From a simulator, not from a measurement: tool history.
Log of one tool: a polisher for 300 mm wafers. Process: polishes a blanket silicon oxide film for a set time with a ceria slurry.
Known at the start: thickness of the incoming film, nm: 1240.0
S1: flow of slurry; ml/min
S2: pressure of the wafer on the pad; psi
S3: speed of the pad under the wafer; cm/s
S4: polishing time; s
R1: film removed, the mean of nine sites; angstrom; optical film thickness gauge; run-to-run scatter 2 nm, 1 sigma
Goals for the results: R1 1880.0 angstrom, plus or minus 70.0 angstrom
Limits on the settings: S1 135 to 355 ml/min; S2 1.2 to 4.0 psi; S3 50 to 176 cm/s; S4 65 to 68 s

run  hour   S1   S2   S3  S4      R1
  1   0.0  225  2.6  112  65  3040.2
  2   4.0  225  3.2  112  65  3737.3
  3   6.0  225  2.7  110  65  3138.9
  4   8.7  225  2.3  108  65  2599.7
  5  12.2  225  2.1  108  65  2403.8
  6  14.1  225  1.9  108  65  2194.0
  7  20.3  225  1.8  108  65  2071.8
  8  29.3  225  1.7  108  65  1956.7

Pick the move, out of 5, that brings all results within their allowed miss; only one does.
  A  38.3  205  1.7  104  65   ?
  B  38.3  160  2.2   92  65   ?
  C  38.3  235  1.4  134  68   ?
  D  38.3  225  2.0   94  66   ?
  E  38.3  270  1.4  134  66   ?

move      R1
   A  1870.5
   B  2075.1
   C  2108.0
   D  2030.5
   E  2070.8
A: every result lands within tolerance
B: the biggest miss grows against the last run
C: the biggest miss grows against the last run
D: the biggest miss grows against the last run
E: the biggest miss grows against the last run
Correct choice: A, which meets every target
